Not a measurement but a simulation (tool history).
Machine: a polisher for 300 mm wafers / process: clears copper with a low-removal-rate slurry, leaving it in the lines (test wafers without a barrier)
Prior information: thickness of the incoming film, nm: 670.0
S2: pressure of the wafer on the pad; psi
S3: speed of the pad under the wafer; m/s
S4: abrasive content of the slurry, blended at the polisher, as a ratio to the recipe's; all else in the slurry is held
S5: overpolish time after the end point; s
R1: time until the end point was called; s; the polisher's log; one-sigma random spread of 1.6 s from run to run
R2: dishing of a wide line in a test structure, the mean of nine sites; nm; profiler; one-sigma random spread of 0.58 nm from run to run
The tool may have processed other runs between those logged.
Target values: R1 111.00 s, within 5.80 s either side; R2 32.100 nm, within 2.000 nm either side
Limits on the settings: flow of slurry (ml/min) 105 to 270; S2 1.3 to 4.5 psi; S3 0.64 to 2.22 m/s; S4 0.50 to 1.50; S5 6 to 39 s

{"run": 1, "day": 0.0, "flow of slurry (ml/min)": 175, "S2": 2.9, "S3": 1.42, "S4": 1.0, "S5": 20, "R1": 186.0, "R2": 51.635}
{"run": 2, "day": 0.342, "flow of slurry (ml/min)": 175, "S2": 2.9, "S3": 1.42, "S4": 1.0, "S5": 24, "R1": 185.5, "R2": 58.227}
{"run": 3, "day": 0.425, "flow of slurry (ml/min)": 175, "S2": 2.6, "S3": 1.42, "S4": 1.0, "S5": 24, "R1": 203.94, "R2": 57.158}
{"run": 4, "day": 0.654, "flow of slurry (ml/min)": 175, "S2": 2.6, "S3": 1.42, "S4": 0.9, "S5": 24, "R1": 202.22, "R2": 54.352}
{"run": 5, "day": 0.742, "flow of slurry (ml/min)": 210, "S2": 2.6, "S3": 1.42, "S4": 0.9, "S5": 24, "R1": 195.59, "R2": 53.311}
{"run": 6, "day": 0.8, "flow of slurry (ml/min)": 195, "S2": 2.6, "S3": 1.42, "S4": 0.9, "S5": 24, "R1": 203.92, "R2": 54.645}
{"run": 7, "day": 1.075, "flow of slurry (ml/min)": 205, "S2": 2.9, "S3": 1.4, "S4": 0.85, "S5": 21, "R1": 187.96, "R2": 52.473}
{"run": 8, "day": 1.421, "flow of slurry (ml/min)": 215, "S2": 2.7, "S3": 1.52, "S4": 0.95, "S5": 19, "R1": 184.99, "R2": 48.565}
{"run": 9, "day": 1.525, "flow of slurry (ml/min)": 225, "S2": 2.9, "S3": 1.54, "S4": 0.9, "S5": 17, "R1": 173.95, "R2": 46.748}
{"run": 10, "day": 1.567, "flow of slurry (ml/min)": 225, "S2": 2.9, "S3": 1.54, "S4": 0.9, "S5": 17, "R1": 168.01, "R2": 47.628}
{"run": 11, "day": 1.6, "flow of slurry (ml/min)": 230, "S2": 2.9, "S3": 1.6, "S4": 0.85, "S5": 15, "R1": 171.22, "R2": 43.226}
{"run": 12, "day": 1.954, "flow of slurry (ml/min)": 180, "S2": 3.0, "S3": 1.92, "S4": 1.1, "S5": 6, "R1": 138.52, "R2": 22.172}
{"run": 13, "day": 2.175, "flow of slurry (ml/min)": 230, "S2": 3.5, "S3": 1.94, "S4": 1.05, "S5": 6, "R1": 121.01, "R2": 25.309}
{"run": 14, "day": 2.379, "flow of slurry (ml/min)": 230, "S2": 3.6, "S3": 1.94, "S4": 1.0, "S5": 6, "R1": 119.42, "R2": 24.941}
{"run": 15, "day": 2.417, "flow of slurry (ml/min)": 230, "S2": 3.6, "S3": 1.94, "S4": 1.0, "S5": 7, "R1": 121.77, "R2": 28.678}
{"run": 16, "day": 2.533, "flow of slurry (ml/min)": 230, "S2": 3.7, "S3": 1.94, "S4": 1.0, "S5": 7, "R1": 115.34, "R2": 30.712}

Which of these 5 next moves meets every target?
{"run": "A", "day": 2.65, "flow of slurry (ml/min)": 270, "S2": 3.8, "S3": 1.92, "S4": 0.95, "S5": 6, "R1": "?", "R2": "?"}
{"run": "B", "day": 2.65, "flow of slurry (ml/min)": 250, "S2": 3.8, "S3": 1.98, "S4": 0.95, "S5": 7, "R1": "?", "R2": "?"}
{"run": "C", "day": 2.65, "flow of slurry (ml/min)": 225, "S2": 3.7, "S3": 2.02, "S4": 1.05, "S5": 6, "R1": "?", "R2": "?"}
{"run": "D", "day": 2.65, "flow of slurry (ml/min)": 135, "S2": 4.2, "S3": 2.14, "S4": 0.9, "S5": 6, "R1": "?", "R2": "?"}
{"run": "E", "day": 2.65, "flow of slurry (ml/min)": 210, "S2": 4.2, "S3": 1.84, "S4": 1.1, "S5": 6, "R1": "?", "R2": "?"}

move=A R1=115.84 R2=27.246
move=B R1=113.97 R2=31.896
move=C R1=114.47 R2=27.532
move=D R1=107.58 R2=29.249
move=E R1=111.02 R2=28.407
A: brings the result that was furthest off to its target, and leaves another outside
B: every result within its allowed miss
C: brings the result that was furthest off to its target, and leaves another outside
D: brings the result that was furthest off to its target, and leaves another outside
E: brings the result that was furthest off to its target, and leaves another outside
Correct choice: B, which meets every target
